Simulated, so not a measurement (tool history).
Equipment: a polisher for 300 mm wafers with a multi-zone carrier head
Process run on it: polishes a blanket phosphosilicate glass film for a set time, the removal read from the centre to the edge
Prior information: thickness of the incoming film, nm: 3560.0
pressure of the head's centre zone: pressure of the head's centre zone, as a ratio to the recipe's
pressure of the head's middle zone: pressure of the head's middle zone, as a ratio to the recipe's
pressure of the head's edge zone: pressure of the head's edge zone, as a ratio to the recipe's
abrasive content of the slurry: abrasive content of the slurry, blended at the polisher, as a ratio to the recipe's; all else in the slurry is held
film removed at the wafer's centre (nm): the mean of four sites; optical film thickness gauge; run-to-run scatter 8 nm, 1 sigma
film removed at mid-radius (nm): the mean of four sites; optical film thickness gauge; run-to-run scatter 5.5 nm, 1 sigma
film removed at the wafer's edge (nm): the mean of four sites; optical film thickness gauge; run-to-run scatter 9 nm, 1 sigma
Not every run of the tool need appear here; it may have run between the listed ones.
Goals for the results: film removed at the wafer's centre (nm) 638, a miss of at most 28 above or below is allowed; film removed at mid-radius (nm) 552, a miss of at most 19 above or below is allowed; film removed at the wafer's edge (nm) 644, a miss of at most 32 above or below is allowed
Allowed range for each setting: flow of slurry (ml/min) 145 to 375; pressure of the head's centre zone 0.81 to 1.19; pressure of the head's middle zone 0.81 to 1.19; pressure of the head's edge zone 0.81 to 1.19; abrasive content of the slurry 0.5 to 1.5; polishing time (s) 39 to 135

run	hour	flow of slurry (ml/min)	pressure of the head's centre zone	pressure of the head's middle zone	pressure of the head's edge zone	abrasive content of the slurry	polishing time (s)	film removed at the wafer's centre (nm)	film removed at mid-radius (nm)	film removed at the wafer's edge (nm)
1	0	240	1	1	1	1	87	906.81	868.17	885.48
2	5.8	240	1	1	1	1	79	800.26	785.48	817.08
3	14.7	235	1	0.98	0.99	0.95	79	780.47	746.72	800.99
4	15.2	215	1	0.98	0.99	0.95	79	778.7	752.84	796.3
5	23.7	215	1	0.98	0.99	0.85	79	730.79	711.92	744.39
6	25.1	215	1	1.05	0.99	0.85	79	737.24	749.95	767.33
7	28.3	215	1	1.03	0.99	0.8	79	705.58	706.68	725.24
8	35.5	215	1	1.01	1	0.8	79	720.91	706.09	730.16
9	37.6	210	1	0.99	1.01	0.8	79	711.73	698.62	708.49
10	39.2	215	1	0.97	0.99	0.8	79	719.76	692.7	716.56
11	43.5	210	1	0.95	1	0.8	78	701.09	657.31	718.72
12	50.4	210	1	0.94	1	0.8	78	693.07	665.11	729.64
13	51	210	1.01	0.93	1	0.75	78	684.55	631.32	701.04
14	59.9	210	1.01	0.92	1	0.75	78	687.27	622.08	692.16
15	63.8	210	1.01	0.92	1	0.75	78	687.26	626.11	691.11

Exactly one of the 4 candidate moves below puts every result within its allowed miss. Which one?
A	67.7	170	1.04	1.15	0.93	0.75	69	?	?	?
B	67.7	185	0.91	0.97	0.99	0.75	83	?	?	?
C	67.7	280	1.09	0.81	1.03	0.95	63	?	?	?
D	67.7	215	1	0.85	0.97	0.7	75	?	?	?

move	film removed at the wafer's centre (nm)	film removed at mid-radius (nm)	film removed at the wafer's edge (nm)
A	611.84	667.4	603.64
B	647.08	699.37	753.31
C	682.85	528.24	670.44
D	627.61	552.19	656.81
A: its largest miss is bigger than the last run's
B: its largest miss is bigger than the last run's
C: takes the result that was furthest off past its target
D: each result inside its tolerance
Go with D: it meets all targets.
